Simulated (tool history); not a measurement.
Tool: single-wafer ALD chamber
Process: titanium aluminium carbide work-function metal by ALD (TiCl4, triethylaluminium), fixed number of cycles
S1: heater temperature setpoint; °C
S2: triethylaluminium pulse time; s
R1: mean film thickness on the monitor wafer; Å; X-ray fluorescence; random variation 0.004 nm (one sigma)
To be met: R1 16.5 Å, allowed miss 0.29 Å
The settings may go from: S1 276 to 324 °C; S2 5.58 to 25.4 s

| run | hour | S1 | S2 | R1 |
|---|---|---|---|---|
| 1 | 0 | 300 | 15.49 | 19.552 |
| 2 | 2.3 | 304 | 15.49 | 19.73 |
| 3 | 9 | 300 | 14.19 | 19.474 |
| 4 | 9.7 | 300 | 10.63 | 18.471 |
| 5 | 15.4 | 300 | 6.8 | 11.222 |
| 6 | 17.6 | 300 | 9.62 | 17.738 |
| 7 | 26.1 | 301 | 9.6 | 17.676 |
| 8 | 31.4 | 300 | 9.59 | 17.668 |
| 9 | 37.1 | 301 | 9.56 | 17.718 |
| 10 | 46 | 300 | 9.55 | 17.599 |
| 11 | 53 | 301 | 9.52 | 17.625 |
| 12 | 56.6 | 300 | 9.51 | 17.628 |
| 13 | 64.4 | 301 | 9.48 | 17.649 |
| 14 | 70.2 | 300 | 9.47 | 17.54 |
| 15 | 78.4 | 301 | 9.42 | 17.495 |
| 16 | 81.8 | 300 | 9.41 | 17.414 |
| 17 | 90.4 | 301 | 9.34 | 17.496 |
| 18 | 97.3 | 300 | 9.33 | 17.41 |
| 19 | 104.5 | 301 | 9.26 | 17.353 |
| 20 | 108.1 | 300 | 9.25 | 17.27 |
| 21 | 111.5 | 301 | 9.12 | 17.18 |

Which of these 4 next moves meets every target?
| A | 114.9 | 292 | 8.98 | ? |
| B | 114.9 | 303 | 8.96 | ? |
| C | 114.9 | 301 | 9.24 | ? |
| D | 114.9 | 297 | 9.31 | ? |

| move | R1 |
|---|---|
| A | 16.355 |
| B | 17.034 |
| C | 17.277 |
| D | 17.098 |
A: meets every target
B: nearer than the last run, and not there yet
C: further off than the last run
D: nearer than the last run, and not there yet
The right move is A.
